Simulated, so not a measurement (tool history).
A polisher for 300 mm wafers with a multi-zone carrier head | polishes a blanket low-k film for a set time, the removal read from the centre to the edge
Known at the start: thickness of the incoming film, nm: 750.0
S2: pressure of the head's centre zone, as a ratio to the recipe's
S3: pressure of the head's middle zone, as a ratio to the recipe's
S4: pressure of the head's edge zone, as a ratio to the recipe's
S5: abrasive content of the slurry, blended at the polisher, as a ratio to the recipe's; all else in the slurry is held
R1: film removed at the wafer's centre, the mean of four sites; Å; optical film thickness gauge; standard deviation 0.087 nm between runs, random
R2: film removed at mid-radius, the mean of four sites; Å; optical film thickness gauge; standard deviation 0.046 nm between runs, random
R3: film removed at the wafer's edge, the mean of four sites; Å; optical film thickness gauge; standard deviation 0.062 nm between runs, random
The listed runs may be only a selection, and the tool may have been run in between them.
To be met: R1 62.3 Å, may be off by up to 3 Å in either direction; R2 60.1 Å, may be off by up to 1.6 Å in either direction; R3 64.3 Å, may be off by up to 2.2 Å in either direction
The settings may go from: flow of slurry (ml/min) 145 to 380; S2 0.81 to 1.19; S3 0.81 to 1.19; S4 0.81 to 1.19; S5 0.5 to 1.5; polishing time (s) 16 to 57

Run 1, hour 0: flow of slurry (ml/min) 245, S2 1, S3 1, S4 1, S5 1, polishing time (s) 36. Result: R1 138.97 Å, R2 139.51 Å, R3 138.61 Å.
Run 2, hour 7.1: flow of slurry (ml/min) 245, S2 1, S3 0.93, S4 1, S5 1, polishing time (s) 36. Result: R1 138.2 Å, R2 129.67 Å, R3 138.81 Å.
Run 3, hour 12.4: flow of slurry (ml/min) 245, S2 1, S3 0.85, S4 1, S5 1, polishing time (s) 36. Result: R1 137.83 Å, R2 120.07 Å, R3 141.13 Å.
Run 4, hour 16.2: flow of slurry (ml/min) 235, S2 0.98, S3 0.85, S4 0.96, S5 0.85, polishing time (s) 31. Result: R1 110.3 Å, R2 95.952 Å, R3 109.41 Å.
Run 5, hour 20.1: flow of slurry (ml/min) 235, S2 0.98, S3 0.85, S4 1.01, S5 0.85, polishing time (s) 31. Result: R1 107.18 Å, R2 96.123 Å, R3 111.65 Å.
Run 6, hour 26.2: flow of slurry (ml/min) 225, S2 0.95, S3 0.85, S4 0.97, S5 0.75, polishing time (s) 28. Result: R1 88.5 Å, R2 80.915 Å, R3 93.679 Å.
Run 7, hour 31: flow of slurry (ml/min) 220, S2 0.93, S3 0.86, S4 0.93, S5 0.7, polishing time (s) 27. Result: R1 79.642 Å, R2 76.295 Å, R3 83.957 Å.
Run 8, hour 33.3: flow of slurry (ml/min) 210, S2 0.92, S3 0.85, S4 0.9, S5 0.65, polishing time (s) 27. Result: R1 72.573 Å, R2 71.269 Å, R3 78.404 Å.
Run 9, hour 41.2: flow of slurry (ml/min) 205, S2 0.93, S3 0.84, S4 0.88, S5 0.6, polishing time (s) 27. Result: R1 73.038 Å, R2 67.508 Å, R3 72.834 Å.
Run 10, hour 49.1: flow of slurry (ml/min) 195, S2 0.92, S3 0.83, S4 0.86, S5 0.6, polishing time (s) 27. Result: R1 70.361 Å, R2 66.081 Å, R3 72.18 Å.
Run 11, hour 51.9: flow of slurry (ml/min) 195, S2 0.91, S3 0.84, S4 0.82, S5 0.5, polishing time (s) 25. Result: R1 57.62 Å, R2 54.974 Å, R3 58.687 Å.
Run 12, hour 58.5: flow of slurry (ml/min) 200, S2 0.92, S3 0.85, S4 0.84, S5 0.5, polishing time (s) 25. Result: R1 59.581 Å, R2 56.593 Å, R3 60.011 Å.
Run 13, hour 65.4: flow of slurry (ml/min) 205, S2 0.92, S3 0.86, S4 0.86, S5 0.5, polishing time (s) 25. Result: R1 59.432 Å, R2 56.495 Å, R3 60.425 Å.
Run 14, hour 68.8: flow of slurry (ml/min) 205, S2 0.92, S3 0.87, S4 0.87, S5 0.5, polishing time (s) 25. Result: R1 59.468 Å, R2 56.985 Å, R3 60.753 Å.
Run 15, hour 76.8: flow of slurry (ml/min) 215, S2 0.92, S3 0.88, S4 0.88, S5 0.5, polishing time (s) 25. Result: R1 58.769 Å, R2 58.291 Å, R3 62.023 Å.
Run 16, hour 80.6: flow of slurry (ml/min) 215, S2 0.93, S3 0.88, S4 0.89, S5 0.5, polishing time (s) 25. Result: R1 59.97 Å, R2 57.625 Å, R3 61.951 Å.
Run 17, hour 87.4: flow of slurry (ml/min) 215, S2 0.93, S3 0.88, S4 0.89, S5 0.5, polishing time (s) 25. Result: R1 59.588 Å, R2 57.599 Å, R3 60.793 Å.
Run 18, hour 92.1: flow of slurry (ml/min) 215, S2 0.93, S3 0.88, S4 0.9, S5 0.5, polishing time (s) 25. Result: R1 58.423 Å, R2 57.497 Å, R3 61.475 Å.
Run 19, hour 93.6: flow of slurry (ml/min) 215, S2 0.93, S3 0.88, S4 0.9, S5 0.5, polishing time (s) 25. Result: R1 59.114 Å, R2 57.975 Å, R3 61.204 Å.

Consider the 4 candidate settings below. Which is the only one whose results all fall within their allowed miss of target?
Run A, hour 95.1: flow of slurry (ml/min) 265, S2 0.91, S3 0.85, S4 0.95, S5 0.5, polishing time (s) 24. Result: R1 ?, R2 ?, R3 ?.
Run B, hour 95.1: flow of slurry (ml/min) 225, S2 0.85, S3 0.82, S4 0.88, S5 0.55, polishing time (s) 24. Result: R1 ?, R2 ?, R3 ?.
Run C, hour 95.1: flow of slurry (ml/min) 165, S2 0.88, S3 0.81, S4 1.01, S5 0.7, polishing time (s) 21. Result: R1 ?, R2 ?, R3 ?.
Run D, hour 95.1: flow of slurry (ml/min) 190, S2 0.9, S3 0.85, S4 0.84, S5 0.6, polishing time (s) 24. Result: R1 ?, R2 ?, R3 ?.

move      R1      R2      R3
   A  58.964  55.214  61.615
   B  57.701  55.957  62.359
   C  57.266  53.536  65.047
   D  62.551  59.443  63.337
A: further off than the last run
B: meets the target for the result that was furthest off, but another lies outside its allowed miss
C: meets the target for the result that was furthest off, but another lies outside its allowed miss
D: each result inside its tolerance
D is the move that brings every result within its allowed miss.
